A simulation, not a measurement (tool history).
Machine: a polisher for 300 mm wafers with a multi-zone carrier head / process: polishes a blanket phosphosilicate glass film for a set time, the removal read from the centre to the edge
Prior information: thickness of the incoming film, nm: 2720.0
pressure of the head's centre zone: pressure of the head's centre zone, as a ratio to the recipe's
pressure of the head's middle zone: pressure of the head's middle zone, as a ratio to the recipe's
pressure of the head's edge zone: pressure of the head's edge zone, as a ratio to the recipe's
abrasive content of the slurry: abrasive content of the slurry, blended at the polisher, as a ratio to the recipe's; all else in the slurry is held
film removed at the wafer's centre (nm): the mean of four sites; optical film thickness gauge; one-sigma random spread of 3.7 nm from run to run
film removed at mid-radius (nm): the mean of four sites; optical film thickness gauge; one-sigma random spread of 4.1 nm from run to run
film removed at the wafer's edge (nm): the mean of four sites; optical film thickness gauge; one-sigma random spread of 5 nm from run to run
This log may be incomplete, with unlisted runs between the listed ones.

run  hour  flow of slurry (ml/min)  pressure of the head's centre zone  pressure of the head's middle zone  pressure of the head's edge zone  abrasive content of the slurry  polishing time (s)  film removed at the wafer's centre (nm)  film removed at mid-radius (nm)  film removed at the wafer's edge (nm)
  1     0                      160                                   1                                   1                                 1                               1                  59                                   448.08                           461.57                                  484.4
  2     9                      160                                   1                                0.94                                 1                               1                  59                                   458.28                           433.78                                 474.08
  3  12.3                      160                                0.92                                0.94                                 1                               1                  59                                   424.36                           439.77                                 477.64
  4  17.5                      160                                0.91                                0.96                              0.96                               1                  59                                   419.17                           454.58                                 464.05
  5  18.2                      120                                0.91                                0.96                              0.96                               1                  59                                   391.24                           415.82                                 450.81
  6    24                      120                                0.91                                0.89                              0.96                               1                  59                                   392.51                           394.84                                 443.76
  7    25                      120                                0.91                                0.89                              0.96                               1                  59                                   392.41                           390.55                                 446.28
  8  33.1                      160                                0.85                                0.99                              0.86                            0.95                  59                                   388.13                           441.24                                 446.11
  9  40.4                      165                                0.86                                1.09                              0.81                             0.8                  59                                   357.79                           445.53                                 398.77

Run 10, settings as shown, results not yet in. Your forecast:
 10  46.7                      165                                0.86                                1.09                              0.81                             0.8                  59                                        ?                                ?                                      ?

film removed at the wafer's centre (nm): 360.72
film removed at mid-radius (nm): 442.69
film removed at the wafer's edge (nm): 388.75
